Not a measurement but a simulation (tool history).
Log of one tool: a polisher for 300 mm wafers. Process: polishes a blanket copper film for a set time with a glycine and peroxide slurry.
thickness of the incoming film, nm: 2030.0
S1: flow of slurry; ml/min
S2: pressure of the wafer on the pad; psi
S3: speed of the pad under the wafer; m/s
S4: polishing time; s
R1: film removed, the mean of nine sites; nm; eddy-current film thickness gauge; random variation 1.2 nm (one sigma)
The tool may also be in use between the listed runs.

run 1 hour=0 | S1=235 S2=1.9 S3=1.16 S4=40 | R1=157.57
run 2 hour=2.3 | S1=235 S2=1.7 S3=1.14 S4=40 | R1=142.61
run 3 hour=4.8 | S1=235 S2=1.5 S3=1.14 S4=40 | R1=126.82
run 4 hour=12.7 | S1=235 S2=1.9 S3=1.14 S4=40 | R1=154.03
run 5 hour=15.7 | S1=235 S2=1.9 S3=1.14 S4=35 | R1=136.63
run 6 hour=18.5 | S1=235 S2=1.9 S3=1.36 S4=35 | R1=152.82
run 7 hour=19.5 | S1=235 S2=1.7 S3=1.34 S4=35 | R1=140.84
run 8 hour=25.7 | S1=235 S2=1.5 S3=1.32 S4=35 | R1=124.9

Run 9 comes next. What will it give?
run 9 hour=33.9 | S1=235 S2=1.4 S3=1.32 S4=35 | R1=?

{"run 9": {"R1": 118.31}}

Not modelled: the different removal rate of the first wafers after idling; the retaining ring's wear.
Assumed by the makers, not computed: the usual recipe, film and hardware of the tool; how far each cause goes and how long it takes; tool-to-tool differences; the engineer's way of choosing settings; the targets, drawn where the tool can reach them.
